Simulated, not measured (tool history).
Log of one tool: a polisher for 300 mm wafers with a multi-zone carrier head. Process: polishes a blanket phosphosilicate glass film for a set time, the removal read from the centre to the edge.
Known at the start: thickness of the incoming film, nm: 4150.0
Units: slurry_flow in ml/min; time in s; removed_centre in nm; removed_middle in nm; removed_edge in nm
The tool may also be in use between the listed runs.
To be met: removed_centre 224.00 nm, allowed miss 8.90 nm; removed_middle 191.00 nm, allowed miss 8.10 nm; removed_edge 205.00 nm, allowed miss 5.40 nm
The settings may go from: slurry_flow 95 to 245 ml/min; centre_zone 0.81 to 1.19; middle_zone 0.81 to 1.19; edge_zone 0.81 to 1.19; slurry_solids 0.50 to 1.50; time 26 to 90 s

{"run": 1, "hour": 0.0, "slurry_flow": 155, "centre_zone": 1.0, "middle_zone": 1.0, "edge_zone": 1.0, "slurry_solids": 1.0, "time": 58, "removed_centre": 428.89, "removed_middle": 445.3, "removed_edge": 436.26}
{"run": 2, "hour": 2.8, "slurry_flow": 150, "centre_zone": 1.01, "middle_zone": 0.97, "edge_zone": 0.98, "slurry_solids": 0.9, "time": 54, "removed_centre": 373.27, "removed_middle": 371.14, "removed_edge": 376.83}
{"run": 3, "hour": 10.5, "slurry_flow": 150, "centre_zone": 1.01, "middle_zone": 0.97, "edge_zone": 0.98, "slurry_solids": 0.9, "time": 42, "removed_centre": 290.42, "removed_middle": 284.72, "removed_edge": 294.95}
{"run": 4, "hour": 15.0, "slurry_flow": 150, "centre_zone": 1.01, "middle_zone": 0.97, "edge_zone": 1.04, "slurry_solids": 0.9, "time": 42, "removed_centre": 295.13, "removed_middle": 288.81, "removed_edge": 301.48}
{"run": 5, "hour": 17.2, "slurry_flow": 150, "centre_zone": 1.01, "middle_zone": 0.92, "edge_zone": 1.04, "slurry_solids": 0.9, "time": 42, "removed_centre": 290.26, "removed_middle": 278.25, "removed_edge": 302.6}
{"run": 6, "hour": 18.6, "slurry_flow": 150, "centre_zone": 1.02, "middle_zone": 0.92, "edge_zone": 1.02, "slurry_solids": 0.85, "time": 41, "removed_centre": 274.92, "removed_middle": 263.51, "removed_edge": 282.78}
{"run": 7, "hour": 27.4, "slurry_flow": 145, "centre_zone": 1.04, "middle_zone": 0.91, "edge_zone": 1.0, "slurry_solids": 0.8, "time": 41, "removed_centre": 271.13, "removed_middle": 250.65, "removed_edge": 270.5}
{"run": 8, "hour": 35.6, "slurry_flow": 140, "centre_zone": 1.05, "middle_zone": 0.9, "edge_zone": 0.98, "slurry_solids": 0.75, "time": 41, "removed_centre": 262.55, "removed_middle": 234.87, "removed_edge": 254.57}
{"run": 9, "hour": 40.8, "slurry_flow": 135, "centre_zone": 1.05, "middle_zone": 0.9, "edge_zone": 0.96, "slurry_solids": 0.7, "time": 41, "removed_centre": 244.71, "removed_middle": 225.55, "removed_edge": 240.0}
{"run": 10, "hour": 43.8, "slurry_flow": 130, "centre_zone": 1.06, "middle_zone": 0.89, "edge_zone": 0.94, "slurry_solids": 0.7, "time": 41, "removed_centre": 247.93, "removed_middle": 217.74, "removed_edge": 236.02}
{"run": 11, "hour": 47.7, "slurry_flow": 125, "centre_zone": 1.06, "middle_zone": 0.89, "edge_zone": 0.92, "slurry_solids": 0.7, "time": 41, "removed_centre": 245.36, "removed_middle": 222.8, "removed_edge": 231.81}
{"run": 12, "hour": 55.1, "slurry_flow": 120, "centre_zone": 1.06, "middle_zone": 0.88, "edge_zone": 0.91, "slurry_solids": 0.7, "time": 41, "removed_centre": 241.04, "removed_middle": 209.33, "removed_edge": 231.06}
{"run": 13, "hour": 61.3, "slurry_flow": 120, "centre_zone": 1.06, "middle_zone": 0.88, "edge_zone": 0.9, "slurry_solids": 0.7, "time": 41, "removed_centre": 236.35, "removed_middle": 212.28, "removed_edge": 226.28}
{"run": 14, "hour": 68.8, "slurry_flow": 120, "centre_zone": 1.07, "middle_zone": 0.87, "edge_zone": 0.89, "slurry_solids": 0.7, "time": 41, "removed_centre": 241.56, "removed_middle": 215.25, "removed_edge": 227.89}

5 next moves are on the table. One of them brings every result within its allowed miss. Which?
{"run": "A", "hour": 76.3, "slurry_flow": 150, "centre_zone": 1.07, "middle_zone": 0.85, "edge_zone": 0.9, "slurry_solids": 0.5, "time": 46, "removed_centre": "?", "removed_middle": "?", "removed_edge": "?"}
{"run": "B", "hour": 76.3, "slurry_flow": 95, "centre_zone": 0.97, "middle_zone": 0.91, "edge_zone": 0.89, "slurry_solids": 0.7, "time": 42, "removed_centre": "?", "removed_middle": "?", "removed_edge": "?"}
{"run": "C", "hour": 76.3, "slurry_flow": 125, "centre_zone": 0.84, "middle_zone": 0.86, "edge_zone": 0.85, "slurry_solids": 0.85, "time": 41, "removed_centre": "?", "removed_middle": "?", "removed_edge": "?"}
{"run": "D", "hour": 76.3, "slurry_flow": 95, "centre_zone": 0.83, "middle_zone": 0.82, "edge_zone": 0.94, "slurry_solids": 1.0, "time": 41, "removed_centre": "?", "removed_middle": "?", "removed_edge": "?"}
{"run": "E", "hour": 76.3, "slurry_flow": 95, "centre_zone": 1.07, "middle_zone": 0.81, "edge_zone": 1.06, "slurry_solids": 0.8, "time": 39, "removed_centre": "?", "removed_middle": "?", "removed_edge": "?"}

move=A removed_centre=225.54 removed_middle=187.41 removed_edge=207.02
move=B removed_centre=215.26 removed_middle=207.68 removed_edge=224.32
move=C removed_centre=230.36 removed_middle=236.42 removed_edge=255.97
move=D removed_centre=228.69 removed_middle=231.11 removed_edge=276.24
move=E removed_centre=235.77 removed_middle=192.01 removed_edge=243.48
A: meets every target
B: nearer than the last run, and not there yet
C: further off than the last run
D: further off than the last run
E: further off than the last run
Move A is the one to make.
